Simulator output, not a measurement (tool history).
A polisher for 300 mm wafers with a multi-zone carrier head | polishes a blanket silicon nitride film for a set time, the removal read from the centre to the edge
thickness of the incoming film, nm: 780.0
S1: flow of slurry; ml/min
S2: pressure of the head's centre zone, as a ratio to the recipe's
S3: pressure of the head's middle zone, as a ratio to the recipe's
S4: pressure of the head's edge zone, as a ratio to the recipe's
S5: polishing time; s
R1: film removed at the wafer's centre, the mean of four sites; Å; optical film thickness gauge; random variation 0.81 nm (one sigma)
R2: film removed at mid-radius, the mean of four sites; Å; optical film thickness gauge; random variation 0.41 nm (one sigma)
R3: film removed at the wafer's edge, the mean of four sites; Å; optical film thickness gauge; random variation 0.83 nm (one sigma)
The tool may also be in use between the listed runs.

run 1 hour=0 | S1=230 S2=1 S3=1 S4=1 S5=90 | R1=1062 R2=1125.1 R3=1131.7
run 2 hour=4.3 | S1=230 S2=1.05 S3=1 S4=1 S5=90 | R1=1120.7 R2=1118.1 R3=1092.8
run 3 hour=8.3 | S1=225 S2=1.02 S3=1 S4=0.98 S5=79 | R1=957.31 R2=984.22 R3=958.14
run 4 hour=16 | S1=220 S2=0.99 S3=0.99 S4=0.96 S5=72 | R1=846.57 R2=874.78 R3=866.57
run 5 hour=18.3 | S1=220 S2=0.99 S3=0.99 S4=0.96 S5=86 | R1=1022.3 R2=1057.3 R3=1035.7
run 6 hour=22.2 | S1=220 S2=0.99 S3=0.99 S4=0.96 S5=64 | R1=751.81 R2=788.59 R3=755.33
run 7 hour=27.3 | S1=195 S2=0.89 S3=0.92 S4=0.88 S5=53 | R1=562.46 R2=607.91 R3=601.47
run 8 hour=33.7 | S1=205 S2=0.88 S3=0.93 S4=0.89 S5=53 | R1=559.08 R2=604.01 R3=600.5

The next listed run, before its measurement:
run 9 hour=36.8 | S1=205 S2=0.88 S3=0.95 S4=0.91 S5=53 | R1=? R2=? R3=?

R1: 577.35 Å
R2: 616.9 Å
R3: 608.16 Å

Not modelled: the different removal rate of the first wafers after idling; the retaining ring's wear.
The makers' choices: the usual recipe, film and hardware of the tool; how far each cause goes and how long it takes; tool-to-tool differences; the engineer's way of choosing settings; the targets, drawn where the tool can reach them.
